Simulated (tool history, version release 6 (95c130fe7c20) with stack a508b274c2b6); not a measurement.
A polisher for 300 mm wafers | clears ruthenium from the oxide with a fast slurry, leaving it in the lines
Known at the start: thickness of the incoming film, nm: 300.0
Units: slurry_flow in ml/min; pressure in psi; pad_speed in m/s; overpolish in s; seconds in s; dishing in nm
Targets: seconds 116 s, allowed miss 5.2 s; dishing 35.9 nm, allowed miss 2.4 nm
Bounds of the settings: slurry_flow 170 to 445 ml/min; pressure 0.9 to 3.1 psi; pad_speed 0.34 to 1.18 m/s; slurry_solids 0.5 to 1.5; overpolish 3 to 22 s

run    day  slurry_flow  pressure  pad_speed  slurry_solids  overpolish  seconds  dishing
  1      0          285         2       0.76              1          11   146.29   19.018
  2  0.367          285         2       0.94              1          11   125.62   22.004
  3  0.617          285         2       1.04              1          11   116.42   23.986
  4  0.788          285         2       0.92              1          11      127   21.654
  5  0.838          285         2       0.92              1           9   129.68    18.12
  6  0.933          285       2.4       0.92              1           9   107.56   20.983
  7  1.121          285       2.3       0.92              1          11   114.71   24.259
  8  1.329          285       2.3       0.92              1          12   112.75   26.211
  9  1.367          285       2.3       0.92              1          13   112.27   27.903
 10  1.704          285       2.3       0.92              1          14   112.49   30.072
 11  2.029          285       2.3       0.92              1          15   113.92   32.172

Which of these 4 next moves meets every target?
  A  2.354          270       2.4        0.9              1          20        ?        ?
  B  2.354          320       1.8       1.06           1.35          15        ?        ?
  C  2.354          195       2.3       0.92           1.05          18        ?        ?
  D  2.354          270       2.1       0.92              1          15        ?        ?

move  seconds  dishing
   A   110.97   41.689
   B   108.13   33.883
   C   115.45   37.228
   D   124.05   30.243
A: takes the result that was furthest off past its target
B: brings the result that was furthest off to its target, and leaves another outside
C: meets every target
D: further off than the last run
The right move is C.
